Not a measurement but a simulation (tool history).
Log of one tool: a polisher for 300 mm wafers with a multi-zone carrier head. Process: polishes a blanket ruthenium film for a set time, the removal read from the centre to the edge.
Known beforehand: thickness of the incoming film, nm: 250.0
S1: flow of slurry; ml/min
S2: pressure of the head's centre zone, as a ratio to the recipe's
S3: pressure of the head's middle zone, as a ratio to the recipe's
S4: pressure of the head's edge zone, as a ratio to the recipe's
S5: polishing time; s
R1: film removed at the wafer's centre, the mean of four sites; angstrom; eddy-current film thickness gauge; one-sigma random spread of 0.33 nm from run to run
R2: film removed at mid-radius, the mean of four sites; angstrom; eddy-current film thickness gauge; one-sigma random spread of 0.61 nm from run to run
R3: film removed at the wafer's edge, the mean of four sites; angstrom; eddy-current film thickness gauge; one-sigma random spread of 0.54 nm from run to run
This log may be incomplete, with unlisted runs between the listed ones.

run,day,S1,S2,S3,S4,S5,R1,R2,R3
1,0.000,170,1.00,1.00,1.00,60,812.67,824.14,813.53
2,0.346,170,1.00,1.05,1.00,60,800.69,822.20,795.33
3,0.550,165,1.00,1.04,1.00,56,733.28,772.57,756.43
4,0.925,165,1.00,0.96,1.00,56,752.50,721.82,745.65
5,1.083,160,0.99,0.95,0.98,54,703.51,683.87,703.21
6,1.212,155,0.98,0.94,0.97,52,664.53,657.65,679.40

Run 7 is up next; what results do you expect?
7,1.433,170,1.00,0.84,0.87,35,?,?,?

R1: 465.93 angstrom
R2: 411.64 angstrom
R3: 439.76 angstrom
